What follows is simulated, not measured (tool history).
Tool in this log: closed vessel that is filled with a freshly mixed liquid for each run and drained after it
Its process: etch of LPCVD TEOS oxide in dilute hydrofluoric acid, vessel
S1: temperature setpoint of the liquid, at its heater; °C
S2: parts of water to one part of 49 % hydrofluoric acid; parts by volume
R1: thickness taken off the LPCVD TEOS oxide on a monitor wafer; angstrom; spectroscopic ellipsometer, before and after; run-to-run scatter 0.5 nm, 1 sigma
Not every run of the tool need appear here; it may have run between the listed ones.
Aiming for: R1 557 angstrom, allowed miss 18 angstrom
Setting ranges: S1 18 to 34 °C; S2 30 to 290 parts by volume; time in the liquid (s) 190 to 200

run 1 hour=0 | S1=26 S2=160 time_in_the_liquid_(s)=190 | R1=658.45
run 2 hour=5 | S1=26 S2=135 time_in_the_liquid_(s)=190 | R1=788.36
run 3 hour=10.8 | S1=26 S2=135 time_in_the_liquid_(s)=190 | R1=793.33
run 4 hour=18.4 | S1=25 S2=135 time_in_the_liquid_(s)=190 | R1=764.2
run 5 hour=22.8 | S1=24.5 S2=135 time_in_the_liquid_(s)=190 | R1=743.16
run 6 hour=31 | S1=24.5 S2=135 time_in_the_liquid_(s)=200 | R1=785.02
run 7 hour=34.4 | S1=24 S2=135 time_in_the_liquid_(s)=200 | R1=772.03
run 8 hour=39.2 | S1=23.5 S2=135 time_in_the_liquid_(s)=200 | R1=742.55
run 9 hour=42.9 | S1=23 S2=135 time_in_the_liquid_(s)=200 | R1=729.05

4 next moves are on the table. One of them brings every result within its allowed miss. Which?
run A hour=46.6 | S1=20 S2=170 time_in_the_liquid_(s)=190 | R1=?
run B hour=46.6 | S1=24 S2=195 time_in_the_liquid_(s)=200 | R1=?
run C hour=46.6 | S1=24.5 S2=115 time_in_the_liquid_(s)=195 | R1=?
run D hour=46.6 | S1=19.5 S2=145 time_in_the_liquid_(s)=190 | R1=?

move=A R1=479.46
move=B R1=499.37
move=C R1=922.08
move=D R1=565.38
A: moves the result that the last run missed by most past its target, out the other side
B: moves the result that the last run missed by most past its target, out the other side
C: further off than the last run
D: in spec on every target
D is the move that brings every result within its allowed miss.
